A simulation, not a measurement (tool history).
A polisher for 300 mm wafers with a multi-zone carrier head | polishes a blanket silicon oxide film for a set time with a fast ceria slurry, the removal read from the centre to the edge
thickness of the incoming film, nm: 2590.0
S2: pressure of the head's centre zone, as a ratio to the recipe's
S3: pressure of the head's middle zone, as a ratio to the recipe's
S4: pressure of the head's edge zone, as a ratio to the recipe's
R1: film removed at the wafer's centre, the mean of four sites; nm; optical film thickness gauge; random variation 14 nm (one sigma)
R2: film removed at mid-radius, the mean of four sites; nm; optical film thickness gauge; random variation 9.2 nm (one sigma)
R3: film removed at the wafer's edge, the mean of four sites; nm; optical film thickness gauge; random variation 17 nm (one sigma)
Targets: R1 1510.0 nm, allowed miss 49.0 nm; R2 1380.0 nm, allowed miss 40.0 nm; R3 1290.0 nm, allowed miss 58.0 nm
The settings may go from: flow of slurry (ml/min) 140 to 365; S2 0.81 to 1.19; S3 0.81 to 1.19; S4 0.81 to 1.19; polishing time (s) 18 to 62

run 1 hour=0.0 | flow_of_slurry_(ml/min)=235 S2=1.00 S3=1.00 S4=1.00 polishing_time_(s)=40 | R1=1047.2 R2=1072.7 R3=1058.9
run 2 hour=6.8 | flow_of_slurry_(ml/min)=235 S2=1.00 S3=1.00 S4=0.94 polishing_time_(s)=40 | R1=1058.3 R2=1089.5 R3=1066.6
run 3 hour=10.1 | flow_of_slurry_(ml/min)=235 S2=1.00 S3=1.00 S4=0.94 polishing_time_(s)=46 | R1=1234.2 R2=1222.4 R3=1200.1
run 4 hour=12.2 | flow_of_slurry_(ml/min)=280 S2=1.00 S3=1.00 S4=0.94 polishing_time_(s)=46 | R1=1251.9 R2=1266.0 R3=1257.2
run 5 hour=17.4 | flow_of_slurry_(ml/min)=280 S2=0.94 S3=1.00 S4=0.94 polishing_time_(s)=46 | R1=1177.4 R2=1260.9 R3=1213.7
run 6 hour=20.3 | flow_of_slurry_(ml/min)=280 S2=1.02 S3=1.00 S4=0.94 polishing_time_(s)=46 | R1=1284.9 R2=1256.3 R3=1232.9
run 7 hour=23.7 | flow_of_slurry_(ml/min)=285 S2=1.04 S3=1.01 S4=0.94 polishing_time_(s)=46 | R1=1304.7 R2=1261.3 R3=1239.0
run 8 hour=24.4 | flow_of_slurry_(ml/min)=290 S2=1.06 S3=1.02 S4=0.94 polishing_time_(s)=46 | R1=1336.1 R2=1291.8 R3=1273.4
run 9 hour=26.5 | flow_of_slurry_(ml/min)=290 S2=1.08 S3=1.03 S4=0.92 polishing_time_(s)=46 | R1=1343.7 R2=1308.0 R3=1224.8
run 10 hour=31.2 | flow_of_slurry_(ml/min)=290 S2=1.08 S3=1.03 S4=0.92 polishing_time_(s)=46 | R1=1363.9 R2=1309.1 R3=1210.1
run 11 hour=32.6 | flow_of_slurry_(ml/min)=295 S2=1.09 S3=1.03 S4=0.93 polishing_time_(s)=46 | R1=1379.7 R2=1295.7 R3=1232.8
run 12 hour=40.6 | flow_of_slurry_(ml/min)=300 S2=1.10 S3=1.04 S4=0.93 polishing_time_(s)=46 | R1=1394.7 R2=1305.9 R3=1243.0
run 13 hour=47.4 | flow_of_slurry_(ml/min)=305 S2=1.11 S3=1.05 S4=0.93 polishing_time_(s)=46 | R1=1394.4 R2=1318.0 R3=1219.5

5 next moves are on the table. One of them brings every result within its allowed miss. Which?
run A hour=54.2 | flow_of_slurry_(ml/min)=265 S2=1.04 S3=1.06 S4=0.98 polishing_time_(s)=53 | R1=? R2=? R3=?
run B hour=54.2 | flow_of_slurry_(ml/min)=295 S2=1.07 S3=1.08 S4=0.97 polishing_time_(s)=47 | R1=? R2=? R3=?
run C hour=54.2 | flow_of_slurry_(ml/min)=340 S2=1.19 S3=1.02 S4=0.86 polishing_time_(s)=49 | R1=? R2=? R3=?
run D hour=54.2 | flow_of_slurry_(ml/min)=325 S2=1.18 S3=1.00 S4=1.02 polishing_time_(s)=46 | R1=? R2=? R3=?
run E hour=54.2 | flow_of_slurry_(ml/min)=260 S2=1.14 S3=1.05 S4=0.91 polishing_time_(s)=49 | R1=? R2=? R3=?

move=A R1=1508.6 R2=1506.5 R3=1440.3
move=B R1=1395.1 R2=1371.7 R3=1283.6
move=C R1=1642.8 R2=1385.7 R3=1295.9
move=D R1=1522.0 R2=1275.7 R3=1291.1
move=E R1=1525.9 R2=1378.8 R3=1293.8
A: brings the result that was furthest off to its target, and leaves another outside
B: as far off as the last run
C: takes the result that was furthest off past its target
D: brings the result that was furthest off to its target, and leaves another outside
E: meets every target
Move E is the one to make.
